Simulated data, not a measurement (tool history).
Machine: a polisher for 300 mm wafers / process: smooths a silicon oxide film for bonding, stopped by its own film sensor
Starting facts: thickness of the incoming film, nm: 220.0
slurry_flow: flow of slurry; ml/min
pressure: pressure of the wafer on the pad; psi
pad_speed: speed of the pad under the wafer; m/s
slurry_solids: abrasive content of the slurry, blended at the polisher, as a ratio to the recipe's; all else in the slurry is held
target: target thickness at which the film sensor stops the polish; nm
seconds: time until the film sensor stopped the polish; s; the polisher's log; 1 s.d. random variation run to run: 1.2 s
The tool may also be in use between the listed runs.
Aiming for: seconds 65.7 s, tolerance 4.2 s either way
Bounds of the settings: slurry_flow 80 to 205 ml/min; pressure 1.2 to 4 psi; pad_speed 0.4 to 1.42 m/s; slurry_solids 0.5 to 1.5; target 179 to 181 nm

run  hour  slurry_flow  pressure  pad_speed  slurry_solids  target  seconds
  1     0          135       2.6        0.9              1     181   37.802
  2   2.4          135       2.4       0.88              1     181    45.02
  3   6.4          135       2.4       0.88           0.85     181   47.143
  4   8.3          135       2.4       0.88           0.85     179   48.776
  5  16.6          135       2.4       0.88           1.05     179   43.781
  6  23.6          135       2.4       0.88           1.15     179   40.987
  7    26          135       2.4       0.88           1.15     179   42.419
  8  29.3          135       2.3       0.88           1.15     179   43.128
  9  36.1          135       2.2       0.88           1.15     179   46.384
 10  43.4          135       2.1       0.88           1.15     179   47.465
 11  50.6          135         2       0.88           1.15     179   49.926
 12  52.3          135       1.9       0.88           1.15     179   52.629
 13    61          135       1.3       0.84           1.15     179   77.052
 14  62.3          135       1.3       0.84           1.15     179   79.272
 15  67.9          135       1.4       0.84           1.15     179   71.647

Of the 5 settings listed for the next run, only one would bring every result within its allowed miss of target. Which one?
  A  73.5          130       1.5        0.6           1.15     181        ?
  B  73.5          140       1.4       0.72            1.1     179        ?
  C  73.5          130       1.7       0.68              1     181        ?
  D  73.5          145       1.7       0.78              1     181        ?
  E  73.5          115       1.2       0.86            1.2     179        ?

move  seconds
   A   88.573
   B    86.85
   C   76.542
   D   67.444
   E   86.124
A: its largest miss is bigger than the last run's
B: its largest miss is bigger than the last run's
C: its largest miss is bigger than the last run's
D: hits every target within its allowed miss
E: its largest miss is bigger than the last run's
Move D is the one to make.
